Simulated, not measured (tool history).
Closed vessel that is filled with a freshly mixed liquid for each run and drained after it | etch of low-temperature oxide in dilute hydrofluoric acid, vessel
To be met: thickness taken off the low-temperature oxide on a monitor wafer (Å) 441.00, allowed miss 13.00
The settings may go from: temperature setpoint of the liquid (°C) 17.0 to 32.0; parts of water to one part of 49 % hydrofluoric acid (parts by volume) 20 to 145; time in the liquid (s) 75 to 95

run,hour,temperature setpoint of the liquid (°C),parts of water to one part of 49 % hydrofluoric acid (parts by volume),time in the liquid (s),thickness taken off the low-temperature oxide on a monitor wafer (Å)
1,0.0,24.0,80,95,222.79
2,2.7,24.0,80,95,224.41
3,5.7,24.0,80,75,174.04
4,13.5,24.0,80,95,219.88
5,16.2,26.0,80,95,244.05
6,20.1,27.0,75,95,271.39
7,28.0,28.0,70,95,297.15
8,32.4,29.0,65,95,337.11
9,34.5,29.5,65,95,342.19
10,40.1,30.0,65,95,349.51

Which of these 4 next moves meets every target?
A,45.7,28.5,50,95,?
B,45.7,30.0,75,85,?
C,45.7,31.5,60,95,?
D,45.7,30.5,50,95,?

move,thickness taken off the low-temperature oxide on a monitor wafer (Å)
A,441.32
B,268.98
C,407.22
D,477.50
A: meets every target
B: further off than the last run
C: nearer than the last run, and not there yet
D: takes the result that was furthest off past its target
Move A is the one to make.
